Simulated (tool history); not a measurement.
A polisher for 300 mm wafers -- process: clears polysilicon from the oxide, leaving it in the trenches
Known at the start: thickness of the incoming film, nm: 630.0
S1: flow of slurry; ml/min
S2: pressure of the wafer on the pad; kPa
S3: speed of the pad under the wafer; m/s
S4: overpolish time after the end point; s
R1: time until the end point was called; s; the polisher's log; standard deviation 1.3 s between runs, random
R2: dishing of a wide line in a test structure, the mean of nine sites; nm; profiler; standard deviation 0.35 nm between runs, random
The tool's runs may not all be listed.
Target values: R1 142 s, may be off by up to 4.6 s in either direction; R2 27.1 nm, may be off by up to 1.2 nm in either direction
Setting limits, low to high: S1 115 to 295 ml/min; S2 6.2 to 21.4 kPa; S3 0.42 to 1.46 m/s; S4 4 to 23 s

run  hour   S1    S2    S3  S4      R1      R2
  1     0  190  13.8  0.94  12  74.304  32.748
  2   7.8  190  13.8  0.94   9   73.15  29.729
  3  14.5  170  13.8  0.94   9  74.771  30.211
  4  17.8  170    11  0.94   9  93.547  27.407
  5  26.4  170  10.3  0.94  10  99.431  28.031
  6  27.1  170   9.7  0.94  10  105.96  27.418
  7  33.5  170     9  0.94  10  113.15  26.675
  8  38.3  165   7.6  0.94  12  132.67  26.921
  9  43.7  155   7.6  0.94  13  136.29   27.84
 10    48  150   7.6  0.94  13  137.68  27.238
 11  52.4  140   6.9  0.94  13   150.7   26.14
 12  55.6  140   6.9  0.94  13     150  26.148
 13  59.3  145   6.9  0.94  13  147.17  27.123
 14  68.3  150   6.9  0.94  13  148.38  26.447
 15  70.4  155   6.9  0.94  13  147.99  26.434

Below are 5 possible settings for the next run. Only one of them brings all results inside the allowed miss of their targets. Which is it?
  A  72.5  115    11  0.66  13   ?   ?
  B  72.5  180   6.2  0.98  15   ?   ?
  C  72.5  140   6.2     1  16   ?   ?
  D  72.5  115  12.4  0.52  16   ?   ?
  E  72.5  140   6.2  1.04  13   ?   ?

move      R1      R2
   A  140.73  26.734
   B  152.38  27.446
   C  156.04  27.889
   D  157.65  27.778
   E   150.2   25.98
A: hits every target within its allowed miss
B: lands further from the targets than the last run did
C: lands further from the targets than the last run did
D: lands further from the targets than the last run did
E: lands further from the targets than the last run did
Correct choice: A, which meets every target

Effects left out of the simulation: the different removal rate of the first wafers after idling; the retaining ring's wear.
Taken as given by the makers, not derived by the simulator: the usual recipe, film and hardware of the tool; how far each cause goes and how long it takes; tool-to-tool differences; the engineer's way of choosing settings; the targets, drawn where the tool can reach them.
